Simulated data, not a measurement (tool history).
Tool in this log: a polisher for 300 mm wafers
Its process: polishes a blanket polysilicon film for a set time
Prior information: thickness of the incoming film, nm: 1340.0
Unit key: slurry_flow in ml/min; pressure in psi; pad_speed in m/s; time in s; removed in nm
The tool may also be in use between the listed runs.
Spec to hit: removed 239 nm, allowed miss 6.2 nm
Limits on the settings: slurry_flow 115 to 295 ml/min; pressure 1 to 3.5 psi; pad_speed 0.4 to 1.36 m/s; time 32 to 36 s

Run 1, hour 0: slurry_flow 190 ml/min, pressure 2.2 psi, pad_speed 0.88 m/s, time 36 s. Result: removed 187.07 nm.
Run 2, hour 1.7: slurry_flow 195 ml/min, pressure 2.3 psi, pad_speed 0.88 m/s, time 36 s. Result: removed 196.06 nm.
Run 3, hour 8.4: slurry_flow 195 ml/min, pressure 2.3 psi, pad_speed 0.7 m/s, time 36 s. Result: removed 168.73 nm.
Run 4, hour 10.1: slurry_flow 195 ml/min, pressure 2.3 psi, pad_speed 0.48 m/s, time 36 s. Result: removed 138.05 nm.
Run 5, hour 11.9: slurry_flow 195 ml/min, pressure 2.6 psi, pad_speed 0.48 m/s, time 36 s. Result: removed 154.39 nm.
Run 6, hour 15.8: slurry_flow 170 ml/min, pressure 2.6 psi, pad_speed 0.48 m/s, time 36 s. Result: removed 153.02 nm.
Run 7, hour 19.3: slurry_flow 175 ml/min, pressure 2.7 psi, pad_speed 0.48 m/s, time 36 s. Result: removed 157.3 nm.
Run 8, hour 27: slurry_flow 180 ml/min, pressure 2.8 psi, pad_speed 0.48 m/s, time 36 s. Result: removed 164.67 nm.
Run 9, hour 30.7: slurry_flow 185 ml/min, pressure 2.9 psi, pad_speed 0.5 m/s, time 36 s. Result: removed 174.16 nm.
Run 10, hour 32.3: slurry_flow 185 ml/min, pressure 3 psi, pad_speed 0.52 m/s, time 36 s. Result: removed 184.71 nm.
Run 11, hour 41.1: slurry_flow 185 ml/min, pressure 3.1 psi, pad_speed 0.52 m/s, time 36 s. Result: removed 190.49 nm.
Run 12, hour 47.8: slurry_flow 190 ml/min, pressure 3.3 psi, pad_speed 0.56 m/s, time 36 s. Result: removed 206.98 nm.
Run 13, hour 51.7: slurry_flow 190 ml/min, pressure 3.3 psi, pad_speed 0.58 m/s, time 36 s. Result: removed 211.37 nm.
Run 14, hour 57.3: slurry_flow 190 ml/min, pressure 3.4 psi, pad_speed 0.62 m/s, time 36 s. Result: removed 232.17 nm.

Of the 4 settings listed for the next run, only one would bring every result within its allowed miss of target. Which one?
Run A, hour 62.9: slurry_flow 175 ml/min, pressure 3.5 psi, pad_speed 0.8 m/s, time 34 s. Result: removed ?.
Run B, hour 62.9: slurry_flow 180 ml/min, pressure 3.4 psi, pad_speed 0.7 m/s, time 35 s. Result: removed ?.
Run C, hour 62.9: slurry_flow 135 ml/min, pressure 3.1 psi, pad_speed 1 m/s, time 33 s. Result: removed ?.
Run D, hour 62.9: slurry_flow 180 ml/min, pressure 3.3 psi, pad_speed 0.86 m/s, time 34 s. Result: removed ?.

move  removed
   A   256.78
   B   237.61
   C   247.92
   D   254.58
A: the result that was furthest off in the last run now lies on the other side of its target
B: hits every target within its allowed miss
C: the result that was furthest off in the last run now lies on the other side of its target
D: the result that was furthest off in the last run now lies on the other side of its target
Answer: B
